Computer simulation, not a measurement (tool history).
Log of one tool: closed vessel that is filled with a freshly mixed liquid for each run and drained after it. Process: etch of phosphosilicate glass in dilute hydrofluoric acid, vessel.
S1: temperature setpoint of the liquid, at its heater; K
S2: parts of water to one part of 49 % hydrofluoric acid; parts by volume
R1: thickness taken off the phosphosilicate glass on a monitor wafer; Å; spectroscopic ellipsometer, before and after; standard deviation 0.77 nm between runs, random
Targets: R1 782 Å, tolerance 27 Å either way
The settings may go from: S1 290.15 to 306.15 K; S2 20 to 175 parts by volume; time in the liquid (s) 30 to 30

run 1 hour=0 | S1=298.15 S2=95 time_in_the_liquid_(s)=30 | R1=632.68
run 2 hour=4.6 | S1=298.65 S2=95 time_in_the_liquid_(s)=30 | R1=631.1
run 3 hour=11.8 | S1=298.65 S2=95 time_in_the_liquid_(s)=30 | R1=651.88
run 4 hour=16.4 | S1=298.65 S2=120 time_in_the_liquid_(s)=30 | R1=501.46
run 5 hour=24.8 | S1=295.65 S2=120 time_in_the_liquid_(s)=30 | R1=433.7
run 6 hour=26.6 | S1=297.15 S2=115 time_in_the_liquid_(s)=30 | R1=491.87
run 7 hour=35.2 | S1=301.15 S2=100 time_in_the_liquid_(s)=30 | R1=676.73
run 8 hour=43.4 | S1=301.65 S2=100 time_in_the_liquid_(s)=30 | R1=690.04
run 9 hour=50.1 | S1=301.65 S2=100 time_in_the_liquid_(s)=30 | R1=682.41
run 10 hour=53.3 | S1=302.15 S2=100 time_in_the_liquid_(s)=30 | R1=680.01
-- hour=59.4 hydrofluoric acid flow meter replaced
run 11 hour=59.4 | S1=302.65 S2=100 time_in_the_liquid_(s)=30 | R1=643.87
run 12 hour=62.3 | S1=303.15 S2=90 time_in_the_liquid_(s)=30 | R1=741.8

4 candidate next runs follow, results not yet known. Just one meets every target within its allowed miss. Identify it.
run A hour=65.2 | S1=306.15 S2=100 time_in_the_liquid_(s)=30 | R1=?
run B hour=65.2 | S1=297.65 S2=70 time_in_the_liquid_(s)=30 | R1=?
run C hour=65.2 | S1=302.15 S2=95 time_in_the_liquid_(s)=30 | R1=?
run D hour=65.2 | S1=301.15 S2=90 time_in_the_liquid_(s)=30 | R1=?

move=A R1=739.61
move=B R1=795.15
move=C R1=675.71
move=D R1=691.24
A: lands further from the targets than the last run did
B: every result within its allowed miss
C: lands further from the targets than the last run did
D: lands further from the targets than the last run did
So the answer is move B, the one that meets all the targets.
